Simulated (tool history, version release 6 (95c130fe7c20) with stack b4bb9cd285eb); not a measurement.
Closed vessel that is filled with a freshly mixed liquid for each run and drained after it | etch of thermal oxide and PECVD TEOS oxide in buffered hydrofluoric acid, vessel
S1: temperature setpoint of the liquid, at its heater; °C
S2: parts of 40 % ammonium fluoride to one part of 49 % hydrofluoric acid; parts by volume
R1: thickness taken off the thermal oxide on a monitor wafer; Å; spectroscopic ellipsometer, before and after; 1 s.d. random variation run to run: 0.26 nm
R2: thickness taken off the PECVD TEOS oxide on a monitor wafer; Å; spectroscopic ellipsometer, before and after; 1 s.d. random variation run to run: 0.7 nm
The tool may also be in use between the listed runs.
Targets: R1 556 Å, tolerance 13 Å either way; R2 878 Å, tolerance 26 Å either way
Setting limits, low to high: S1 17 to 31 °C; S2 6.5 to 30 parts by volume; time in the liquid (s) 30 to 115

run 1 hour=0 | S1=23 S2=18.5 time_in_the_liquid_(s)=60 | R1=353.03 R2=556.02
run 2 hour=5.3 | S1=23 S2=18.5 time_in_the_liquid_(s)=75 | R1=436.74 R2=691.87
run 3 hour=13 | S1=24 S2=18.5 time_in_the_liquid_(s)=75 | R1=466.25 R2=740.92
run 4 hour=17.5 | S1=25 S2=18.5 time_in_the_liquid_(s)=75 | R1=495.15 R2=772.5
run 5 hour=24.6 | S1=25 S2=21.5 time_in_the_liquid_(s)=75 | R1=432.24 R2=676.08
run 6 hour=28.4 | S1=26 S2=21.5 time_in_the_liquid_(s)=75 | R1=457.37 R2=729.29
run 7 hour=34.4 | S1=27 S2=21.5 time_in_the_liquid_(s)=75 | R1=481.98 R2=757.18
run 8 hour=38.6 | S1=27.5 S2=21.5 time_in_the_liquid_(s)=75 | R1=495.25 R2=793.85
run 9 hour=45.2 | S1=28 S2=21.5 time_in_the_liquid_(s)=75 | R1=508.77 R2=804.22
run 10 hour=49.1 | S1=28.5 S2=21.5 time_in_the_liquid_(s)=75 | R1=522.85 R2=826.56
run 11 hour=56.3 | S1=28.5 S2=21.5 time_in_the_liquid_(s)=75 | R1=524.65 R2=823.51
run 12 hour=59 | S1=29 S2=21.5 time_in_the_liquid_(s)=75 | R1=534.52 R2=850.46

Exactly one of the 4 candidate moves below puts every result within its allowed miss. Which one?
run A hour=61.7 | S1=30 S2=20 time_in_the_liquid_(s)=75 | R1=? R2=?
run B hour=61.7 | S1=26.5 S2=20 time_in_the_liquid_(s)=90 | R1=? R2=?
run C hour=61.7 | S1=28 S2=19.5 time_in_the_liquid_(s)=80 | R1=? R2=?
run D hour=61.7 | S1=31 S2=21.5 time_in_the_liquid_(s)=70 | R1=? R2=?

move=A R1=595.66 R2=939.65
move=B R1=593.09 R2=935.59
move=C R1=585.79 R2=924.08
move=D R1=557.76 R2=879.86
A: takes the biggest miss from the last run beyond its target
B: takes the biggest miss from the last run beyond its target
C: takes the biggest miss from the last run beyond its target
D: every result lands within tolerance
The move that meets every target is D.

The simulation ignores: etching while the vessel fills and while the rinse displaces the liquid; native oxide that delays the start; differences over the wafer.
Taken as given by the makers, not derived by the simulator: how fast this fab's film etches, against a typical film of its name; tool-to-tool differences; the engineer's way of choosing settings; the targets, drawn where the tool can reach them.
